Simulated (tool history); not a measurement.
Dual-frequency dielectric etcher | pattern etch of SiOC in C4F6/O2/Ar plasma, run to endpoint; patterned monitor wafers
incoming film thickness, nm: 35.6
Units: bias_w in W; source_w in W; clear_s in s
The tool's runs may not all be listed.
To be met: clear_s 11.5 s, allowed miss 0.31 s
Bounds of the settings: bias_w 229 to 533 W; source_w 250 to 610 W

run	hour	bias_w	source_w	clear_s
1	0	381	430	12.828
2	0.8	394	440	12.307
3	1.4	394	470	11.967
4	10.3	394	440	12.399
5	17.9	394	360	14.07
6	20.1	394	320	15.292
7	21.2	470	410	12.087
8	22.9	476	410	12.058
9	30.3	481	410	12.086
10	36	486	410	11.932
11	44.9	490	410	11.886
12	51.8	494	410	11.826
# hour 55.2: bias power generator calibrated
13	55.2	497	410	12.072
14	58.9	500	410	12.063

Which of these 5 next moves meets every target?
A	62.6	506	340	?
B	62.6	533	430	?
C	62.6	504	390	?
D	62.6	477	380	?
E	62.6	506	380	?

move	clear_s
A	13.461
B	11.352
C	12.314
D	12.793
E	12.499
A: further off than the last run
B: meets every target
C: further off than the last run
D: further off than the last run
E: further off than the last run
Move B is the one to make.
